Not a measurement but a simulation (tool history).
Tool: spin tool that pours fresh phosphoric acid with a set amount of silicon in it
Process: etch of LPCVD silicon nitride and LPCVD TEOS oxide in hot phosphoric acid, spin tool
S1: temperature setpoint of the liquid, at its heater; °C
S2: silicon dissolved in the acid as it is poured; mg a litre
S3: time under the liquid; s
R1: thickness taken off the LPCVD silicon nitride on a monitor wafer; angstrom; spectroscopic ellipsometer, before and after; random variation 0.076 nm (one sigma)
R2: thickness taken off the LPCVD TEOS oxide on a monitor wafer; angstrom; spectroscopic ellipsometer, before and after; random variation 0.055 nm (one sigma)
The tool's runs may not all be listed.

| run | hour | S1 | S2 | S3 | R1 | R2 |
|---|---|---|---|---|---|---|
| 1 | 0 | 164 | 28.5 | 115 | 115.36 | 3.1366 |
| 2 | 7.5 | 164.5 | 27.5 | 120 | 122.02 | 3.977 |
| 3 | 14.5 | 164.5 | 36 | 120 | 121.03 | 2.0013 |
| 4 | 17.8 | 164.5 | 36 | 70 | 71.091 | 1.3889 |
| 5 | 23.1 | 164.5 | 34.5 | 80 | 80.485 | 1.7832 |
| 6 | 29.8 | 164.5 | 33 | 85 | 86.078 | 2.0399 |
| 7 | 31.7 | 164.5 | 31.5 | 90 | 90.079 | 2.2474 |

What does the tool deliver on the next run?
| 8 | 38.9 | 164.5 | 30.5 | 95 | ? | ? |

Run 8 measured R1 96.031 angstrom, R2 2.5925 angstrom.
